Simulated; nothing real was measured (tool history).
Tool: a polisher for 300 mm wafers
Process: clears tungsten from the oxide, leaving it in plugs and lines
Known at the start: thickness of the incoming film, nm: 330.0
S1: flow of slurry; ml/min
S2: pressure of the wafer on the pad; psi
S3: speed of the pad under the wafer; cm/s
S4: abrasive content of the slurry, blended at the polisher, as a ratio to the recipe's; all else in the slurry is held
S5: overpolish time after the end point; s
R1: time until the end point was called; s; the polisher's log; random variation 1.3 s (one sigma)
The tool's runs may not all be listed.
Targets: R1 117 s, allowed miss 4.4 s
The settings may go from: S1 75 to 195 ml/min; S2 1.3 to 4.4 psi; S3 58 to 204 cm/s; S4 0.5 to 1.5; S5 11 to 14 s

run	hour	S1	S2	S3	S4	S5	R1
1	0	125	2.8	130	1	14	91.155
2	4.6	120	2.7	130	1	14	95.001
3	9.5	115	2.6	130	1	14	99
4	10	115	2.5	130	1	14	103.18
5	12.1	115	2	130	1	14	127.94
6	14.3	115	1.4	130	1	14	180.11
# hour 14.8: worn pad replaced by a new one
7	14.8	115	1.6	130	1	14	148.07
8	15.3	115	1.7	130	1	14	139.03
9	19.9	115	1.8	130	1	14	136.69
10	23.2	115	1.9	130	1	14	125.24
11	28	110	2	130	1	14	122.01
12	30.3	105	2	130	1	14	123.48

Which of these 5 next moves meets every target?
A	32.6	100	1.8	150	0.65	14	?
B	32.6	100	1.9	144	1	14	?
C	32.6	90	2.1	118	1.35	14	?
D	32.6	115	2.2	134	1	14	?
E	32.6	110	2.2	134	1.15	14	?

move	R1
A	130.61
B	119.38
C	127.94
D	107.19
E	105.47
A: further off than the last run
B: meets every target
C: further off than the last run
D: takes the result that was furthest off past its target
E: takes the result that was furthest off past its target
Answer: B

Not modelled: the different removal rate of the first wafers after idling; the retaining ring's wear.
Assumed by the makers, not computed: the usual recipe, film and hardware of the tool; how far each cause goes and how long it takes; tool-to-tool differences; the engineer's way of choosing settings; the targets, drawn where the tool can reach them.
